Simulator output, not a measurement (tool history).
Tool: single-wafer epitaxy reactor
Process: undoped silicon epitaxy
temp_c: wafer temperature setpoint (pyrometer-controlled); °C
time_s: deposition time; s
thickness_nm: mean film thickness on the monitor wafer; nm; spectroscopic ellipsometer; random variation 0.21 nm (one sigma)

run	day	temp_c	time_s	thickness_nm
1	0	645	438	66.805
2	0.175	643	437	63.928
3	0.221	643	408	60.13
4	0.546	647	408	64.558
5	0.829	645	407	62.047
6	0.879	651	407	69.699
7	1.2	648	406	65.181

The next listed run, before its measurement:
8	1.225	636	402	?

thickness_nm: 51.412 nm
